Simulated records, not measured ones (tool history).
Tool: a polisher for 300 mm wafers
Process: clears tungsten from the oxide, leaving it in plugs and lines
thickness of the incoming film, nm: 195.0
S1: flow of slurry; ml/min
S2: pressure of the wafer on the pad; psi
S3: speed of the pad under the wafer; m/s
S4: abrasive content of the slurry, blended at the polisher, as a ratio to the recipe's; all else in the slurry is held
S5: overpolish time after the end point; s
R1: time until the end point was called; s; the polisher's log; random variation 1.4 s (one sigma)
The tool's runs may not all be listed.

| run | hour | S1 | S2 | S3 | S4 | S5 | R1 |
|---|---|---|---|---|---|---|---|
| 1 | 0 | 270 | 2.4 | 0.84 | 1 | 48 | 75.301 |
| 2 | 4 | 270 | 2.3 | 0.84 | 1 | 48 | 76.203 |
| 3 | 6.3 | 270 | 2.2 | 0.84 | 1 | 48 | 80.852 |
| 4 | 12.8 | 270 | 2.2 | 0.96 | 1 | 48 | 69.719 |
| 5 | 17.5 | 270 | 2.1 | 0.96 | 1 | 48 | 72.904 |
|  | 24.6 | head pressure recalibrated |
| 6 | 24.6 | 270 | 2.1 | 0.96 | 1 | 48 | 68.933 |
| 7 | 27.5 | 270 | 2 | 0.96 | 1 | 48 | 71.07 |
| 8 | 28.5 | 270 | 1.9 | 0.94 | 1 | 48 | 74.776 |

Run 9 comes next. What will it give?
| 9 | 36.8 | 270 | 1.8 | 0.92 | 1 | 48 | ? |

Run 9 gave R1 80.371 s.
